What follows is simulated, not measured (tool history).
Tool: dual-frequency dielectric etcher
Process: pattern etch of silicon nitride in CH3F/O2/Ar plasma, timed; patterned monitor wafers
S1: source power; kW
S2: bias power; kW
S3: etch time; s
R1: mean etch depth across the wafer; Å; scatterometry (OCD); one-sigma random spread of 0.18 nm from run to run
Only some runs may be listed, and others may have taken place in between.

Run 1, day 0.000: S1 0.390 kW, S2 0.099 kW, S3 70.0 s. Result: R1 588.55 Å.
Run 2, day 0.162: S1 0.410 kW, S2 0.102 kW, S3 70.5 s. Result: R1 610.27 Å.
Run 3, day 0.433: S1 0.450 kW, S2 0.102 kW, S3 70.5 s. Result: R1 629.92 Å.
Run 4, day 0.592: S1 0.450 kW, S2 0.086 kW, S3 70.5 s. Result: R1 608.22 Å.
Run 5, day 0.708: S1 0.450 kW, S2 0.086 kW, S3 70.0 s. Result: R1 602.49 Å.
Run 6, day 1.075: S1 0.450 kW, S2 0.100 kW, S3 70.0 s. Result: R1 623.53 Å.
Run 7, day 1.267: S1 0.460 kW, S2 0.103 kW, S3 70.5 s. Result: R1 635.04 Å.

What will run 8 give?
Run 8, day 1.429: S1 0.470 kW, S2 0.106 kW, S3 71.0 s. Result: R1 ?.

Run 8 came out at R1 646.02 Å.
